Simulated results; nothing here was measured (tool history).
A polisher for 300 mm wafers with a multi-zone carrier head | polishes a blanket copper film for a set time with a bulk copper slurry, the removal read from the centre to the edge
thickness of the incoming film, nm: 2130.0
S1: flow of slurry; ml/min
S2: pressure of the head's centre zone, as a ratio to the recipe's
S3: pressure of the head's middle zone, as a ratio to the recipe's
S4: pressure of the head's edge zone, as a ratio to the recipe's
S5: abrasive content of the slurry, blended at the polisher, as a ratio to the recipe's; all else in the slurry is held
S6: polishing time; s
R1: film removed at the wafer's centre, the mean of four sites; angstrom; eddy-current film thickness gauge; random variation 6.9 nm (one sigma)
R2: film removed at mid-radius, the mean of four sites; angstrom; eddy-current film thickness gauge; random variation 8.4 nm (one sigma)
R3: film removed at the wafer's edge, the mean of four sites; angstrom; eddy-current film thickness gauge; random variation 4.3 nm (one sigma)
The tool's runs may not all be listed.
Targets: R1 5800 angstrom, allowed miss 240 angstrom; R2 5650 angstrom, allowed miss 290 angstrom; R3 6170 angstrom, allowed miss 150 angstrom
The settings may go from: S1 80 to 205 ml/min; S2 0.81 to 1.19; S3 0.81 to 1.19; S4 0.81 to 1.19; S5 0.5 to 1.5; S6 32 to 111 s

run,hour,S1,S2,S3,S4,S5,S6,R1,R2,R3
1,0,135,1,1,1,1,71,8862.4,9163.5,8737.9
2,5.7,125,0.97,0.95,0.98,0.85,67,7784.7,7840.6,8046.4
3,7.4,125,1.04,0.95,0.98,0.85,67,8268.3,7833.6,8067.3
4,12.9,120,1.01,0.94,0.95,0.75,63,7413.9,6939.2,7250.6
5,14.1,120,1.01,1.01,0.95,0.75,63,7313.5,7494.2,7207.1
6,15.6,120,1.01,1.01,0.95,0.75,81,9542.5,9826.2,9253.8
7,23.4,110,0.98,0.98,0.93,0.65,74,8081,8327.2,8128.9
8,26.4,90,0.92,0.88,0.87,0.5,55,5006.1,5245.4,5474.7

Which of these 5 next moves meets every target?
A,29.4,125,0.96,0.85,0.82,0.6,58,?,?,?
B,29.4,110,1,0.88,0.92,0.55,61,?,?,?
C,29.4,95,0.94,0.87,0.81,0.55,59,?,?,?
D,29.4,80,0.9,0.88,0.86,0.5,53,?,?,?
E,29.4,85,0.93,0.81,0.83,0.5,64,?,?,?

move,R1,R2,R3
A,6443.4,6154,6117.9
B,6728.4,6325.6,6557.7
C,5792,5798.4,5802
D,4565.5,4861.7,5078
E,5867.4,5732.3,6139.3
A: brings the result that was furthest off to its target, and leaves another outside
B: takes the result that was furthest off past its target
C: nearer than the last run, and not there yet
D: further off than the last run
E: meets every target
Answer: E
